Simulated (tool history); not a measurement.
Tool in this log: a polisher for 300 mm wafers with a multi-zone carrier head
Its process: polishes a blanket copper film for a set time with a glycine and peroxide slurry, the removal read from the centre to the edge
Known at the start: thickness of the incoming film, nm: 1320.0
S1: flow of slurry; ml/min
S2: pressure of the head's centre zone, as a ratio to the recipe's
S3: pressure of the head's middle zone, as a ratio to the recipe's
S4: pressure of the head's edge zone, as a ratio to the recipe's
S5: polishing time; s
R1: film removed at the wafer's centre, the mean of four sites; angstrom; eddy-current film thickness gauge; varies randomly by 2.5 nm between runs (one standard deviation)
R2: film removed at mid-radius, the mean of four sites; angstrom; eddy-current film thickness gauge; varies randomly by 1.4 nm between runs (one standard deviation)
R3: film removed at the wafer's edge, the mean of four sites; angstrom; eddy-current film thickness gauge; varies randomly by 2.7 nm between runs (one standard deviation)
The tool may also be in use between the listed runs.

run,hour,S1,S2,S3,S4,S5,R1,R2,R3
1,0,315,1,1,1,36,2243.1,2265.5,2286.6
2,8.2,355,1,1,1,36,2231.1,2289.4,2299.8
3,12.7,350,1.02,0.97,0.96,35,2263.7,2192.8,2169.1
4,19.8,345,1.03,0.94,0.95,35,2242.1,2126.4,2160
5,23.2,340,1.05,0.92,0.93,35,2292.5,2075.2,2151.8
6,24.5,340,0.99,0.92,0.93,35,2174.9,2064,2239.6
7,25.3,340,1.02,0.91,0.92,35,2240.5,2049.1,2141.5

Run 8 comes next. What will it give?
8,26.3,335,1.03,0.9,0.91,35,?,?,?

Run 8 measured R1 2262.2 angstrom, R2 2035.6 angstrom, R3 2175 angstrom.
